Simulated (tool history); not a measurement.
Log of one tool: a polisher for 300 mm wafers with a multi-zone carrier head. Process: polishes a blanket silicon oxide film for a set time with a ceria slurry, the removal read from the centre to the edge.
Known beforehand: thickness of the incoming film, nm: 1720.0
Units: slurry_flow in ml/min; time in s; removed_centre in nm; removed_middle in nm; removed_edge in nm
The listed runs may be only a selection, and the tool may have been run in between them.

Run 1, day 0: slurry_flow 275 ml/min, centre_zone 1, middle_zone 1, edge_zone 1, time 52 s. Result: removed_centre 330.42 nm, removed_middle 309.92 nm, removed_edge 295.31 nm.
Run 2, day 0.15: slurry_flow 270 ml/min, centre_zone 0.98, middle_zone 1, edge_zone 0.97, time 51 s. Result: removed_centre 314.46 nm, removed_middle 305.34 nm, removed_edge 281.06 nm.
Run 3, day 0.417: slurry_flow 270 ml/min, centre_zone 0.98, middle_zone 1, edge_zone 1.03, time 51 s. Result: removed_centre 313.5 nm, removed_middle 298.45 nm, removed_edge 291.22 nm.
Run 4, day 0.692: slurry_flow 265 ml/min, centre_zone 0.96, middle_zone 0.99, edge_zone 1.01, time 51 s. Result: removed_centre 311.12 nm, removed_middle 296.22 nm, removed_edge 286.95 nm.
Run 5, day 0.996: slurry_flow 290 ml/min, centre_zone 0.96, middle_zone 0.99, edge_zone 1.01, time 51 s. Result: removed_centre 309.91 nm, removed_middle 297.23 nm, removed_edge 288.79 nm.
Run 6, day 1.021: slurry_flow 290 ml/min, centre_zone 0.96, middle_zone 1.03, edge_zone 1.01, time 51 s. Result: removed_centre 316.54 nm, removed_middle 298.65 nm, removed_edge 291.74 nm.
Run 7, day 1.108: slurry_flow 290 ml/min, centre_zone 0.94, middle_zone 1.01, edge_zone 0.99, time 50 s. Result: removed_centre 301.22 nm, removed_middle 299.88 nm, removed_edge 283.49 nm.
Run 8, day 1.421: slurry_flow 280 ml/min, centre_zone 0.93, middle_zone 0.99, edge_zone 0.98, time 49 s. Result: removed_centre 291.47 nm, removed_middle 278.3 nm, removed_edge 268.99 nm.
Run 9, day 1.492: slurry_flow 270 ml/min, centre_zone 0.91, middle_zone 1, edge_zone 0.97, time 49 s. Result: removed_centre 283.03 nm, removed_middle 282.22 nm, removed_edge 273.32 nm.

What does the tool deliver on the next run?
Run 10, day 1.571: slurry_flow 265 ml/min, centre_zone 0.9, middle_zone 1, edge_zone 0.95, time 49 s. Result: removed_centre ?, removed_middle ?, removed_edge ?.

removed_centre: 279.54 nm
removed_middle: 280.72 nm
removed_edge: 267.83 nm

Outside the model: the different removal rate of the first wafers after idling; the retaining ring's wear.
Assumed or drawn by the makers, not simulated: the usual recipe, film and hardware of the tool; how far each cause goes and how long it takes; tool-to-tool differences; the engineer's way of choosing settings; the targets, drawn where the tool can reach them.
